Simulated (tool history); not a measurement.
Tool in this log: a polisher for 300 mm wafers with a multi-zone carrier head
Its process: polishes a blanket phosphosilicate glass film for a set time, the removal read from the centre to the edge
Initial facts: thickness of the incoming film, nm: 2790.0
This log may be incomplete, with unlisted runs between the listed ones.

run,hour,flow of slurry (ml/min),pressure of the head's centre zone,pressure of the head's middle zone,pressure of the head's edge zone,abrasive content of the slurry,polishing time (s),film removed at the wafer's centre (Å),film removed at mid-radius (Å),film removed at the wafer's edge (Å)
1,0.0,245,1.00,1.00,1.00,1.00,62,8751.7,8747.3,8835.3
2,7.5,245,1.00,1.04,1.00,1.00,62,8869.3,8970.0,8694.1
3,10.8,245,0.95,1.04,1.00,1.00,62,8180.9,9058.8,8888.4
4,11.9,245,0.95,1.04,1.00,1.15,62,8679.1,9606.4,9344.3
5,16.8,245,0.99,1.04,1.00,1.15,62,9034.0,9431.5,9121.7
6,17.9,235,0.98,0.99,1.00,1.00,56,7541.1,7735.7,8035.0
7,25.7,230,0.98,0.96,0.98,0.85,53,6862.1,6721.7,7111.7
8,27.9,220,0.96,0.93,0.97,0.75,51,6169.4,6092.6,6505.9
9,36.8,215,0.95,0.90,0.97,0.70,50,5897.3,5613.4,6094.3
10,39.2,210,0.93,0.88,0.99,0.65,50,5546.6,5426.7,6129.4
11,43.2,205,0.92,0.86,0.99,0.60,50,5441.2,5183.3,5861.1

Run 12 is up next; what results do you expect?
12,49.6,180,0.84,0.81,1.07,0.50,49,?,?,?

film removed at the wafer's centre (Å): 4456.6
film removed at mid-radius (Å): 4473.5
film removed at the wafer's edge (Å): 5553.7
